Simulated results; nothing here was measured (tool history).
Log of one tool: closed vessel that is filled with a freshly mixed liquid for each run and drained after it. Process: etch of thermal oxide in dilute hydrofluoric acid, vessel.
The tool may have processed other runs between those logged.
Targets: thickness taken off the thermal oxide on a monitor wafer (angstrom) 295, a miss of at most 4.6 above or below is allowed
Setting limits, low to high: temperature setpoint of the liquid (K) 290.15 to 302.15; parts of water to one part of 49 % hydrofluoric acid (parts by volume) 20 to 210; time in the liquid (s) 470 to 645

| run | day | temperature setpoint of the liquid (K) | parts of water to one part of 49 % hydrofluoric acid (parts by volume) | time in the liquid (s) | thickness taken off the thermal oxide on a monitor wafer (angstrom) |
|---|---|---|---|---|---|
| 1 | 0 | 294.15 | 115 | 645 | 259.57 |
| 2 | 0.262 | 294.65 | 115 | 645 | 268.25 |
| 3 | 0.367 | 292.65 | 115 | 645 | 245.4 |
| 4 | 0.7 | 295.15 | 115 | 645 | 271.32 |
|  | 0.996 | thermometer replaced |
| 5 | 0.996 | 291.65 | 115 | 645 | 215.9 |
| 6 | 1.104 | 292.15 | 115 | 645 | 218.95 |
| 7 | 1.275 | 292.65 | 115 | 645 | 224.44 |
| 8 | 1.479 | 293.15 | 115 | 645 | 229.93 |
| 9 | 1.604 | 293.65 | 115 | 645 | 233.61 |
| 10 | 1.683 | 294.15 | 115 | 645 | 239.99 |
| 11 | 2.029 | 294.65 | 115 | 645 | 244.21 |
| 12 | 2.362 | 295.15 | 115 | 645 | 249.09 |
| 13 | 2.704 | 295.65 | 115 | 645 | 253.79 |
| 14 | 2.942 | 296.15 | 115 | 645 | 259.92 |
| 15 | 3.008 | 296.15 | 115 | 645 | 258.42 |
| 16 | 3.171 | 296.65 | 115 | 645 | 264.69 |

Exactly one of the 4 candidate moves below puts every result within its allowed miss. Which one?
| A | 3.333 | 297.65 | 105 | 625 | ? |
| B | 3.333 | 300.15 | 85 | 470 | ? |
| C | 3.333 | 296.65 | 100 | 645 | ? |
| D | 3.333 | 295.65 | 115 | 615 | ? |

| move | thickness taken off the thermal oxide on a monitor wafer (angstrom) |
|---|---|
| A | 295.66 |
| B | 310.81 |
| C | 309.85 |
| D | 242.53 |
A: all results in spec
B: carries the result that was furthest off beyond its target, to the other side
C: carries the result that was furthest off beyond its target, to the other side
D: the biggest miss grows against the last run
The move that meets every target is A.
